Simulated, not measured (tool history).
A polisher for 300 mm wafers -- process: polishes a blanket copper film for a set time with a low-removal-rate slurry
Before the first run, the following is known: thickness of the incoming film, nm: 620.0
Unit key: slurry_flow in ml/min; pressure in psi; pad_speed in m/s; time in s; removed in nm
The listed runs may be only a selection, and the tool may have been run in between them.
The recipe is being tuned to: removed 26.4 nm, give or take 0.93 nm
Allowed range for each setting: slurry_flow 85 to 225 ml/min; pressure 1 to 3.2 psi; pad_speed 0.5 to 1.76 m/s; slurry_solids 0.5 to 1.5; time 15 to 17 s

run 1 day=0 | slurry_flow=145 pressure=2.1 pad_speed=1.12 slurry_solids=1 time=17 | removed=33.975
run 2 day=0.242 | slurry_flow=145 pressure=2.1 pad_speed=1.12 slurry_solids=1 time=17 | removed=34.038
run 3 day=0.579 | slurry_flow=145 pressure=2.1 pad_speed=1.12 slurry_solids=0.9 time=17 | removed=33.646
run 4 day=0.933 | slurry_flow=140 pressure=2 pad_speed=1.12 slurry_solids=0.9 time=17 | removed=31.414
run 5 day=1.167 | slurry_flow=140 pressure=2 pad_speed=1.12 slurry_solids=0.9 time=17 | removed=31.44
run 6 day=1.312 | slurry_flow=135 pressure=2 pad_speed=1.12 slurry_solids=0.9 time=17 | removed=31.486
run 7 day=1.5 | slurry_flow=135 pressure=1.9 pad_speed=1.12 slurry_solids=0.9 time=17 | removed=29.993
run 8 day=1.662 | slurry_flow=130 pressure=1.8 pad_speed=1.12 slurry_solids=0.9 time=17 | removed=28.196

Consider the 5 candidate settings below. Which is the only one whose results all fall within their allowed miss of target?
run A day=1.825 | slurry_flow=130 pressure=1.6 pad_speed=1.04 slurry_solids=0.9 time=17 | removed=?
run B day=1.825 | slurry_flow=145 pressure=1.8 pad_speed=1.12 slurry_solids=0.9 time=17 | removed=?
run C day=1.825 | slurry_flow=140 pressure=1.9 pad_speed=1.08 slurry_solids=1 time=15 | removed=?
run D day=1.825 | slurry_flow=100 pressure=1.9 pad_speed=1.06 slurry_solids=0.75 time=16 | removed=?
run E day=1.825 | slurry_flow=160 pressure=2.1 pad_speed=1.04 slurry_solids=0.95 time=15 | removed=?

move=A removed=24.084
move=B removed=28.838
move=C removed=26.729
move=D removed=24.168
move=E removed=29.18
A: takes the result that was furthest off past its target
B: lands further from the targets than the last run did
C: hits every target within its allowed miss
D: takes the result that was furthest off past its target
E: lands further from the targets than the last run did
C is the move that brings every result within its allowed miss.

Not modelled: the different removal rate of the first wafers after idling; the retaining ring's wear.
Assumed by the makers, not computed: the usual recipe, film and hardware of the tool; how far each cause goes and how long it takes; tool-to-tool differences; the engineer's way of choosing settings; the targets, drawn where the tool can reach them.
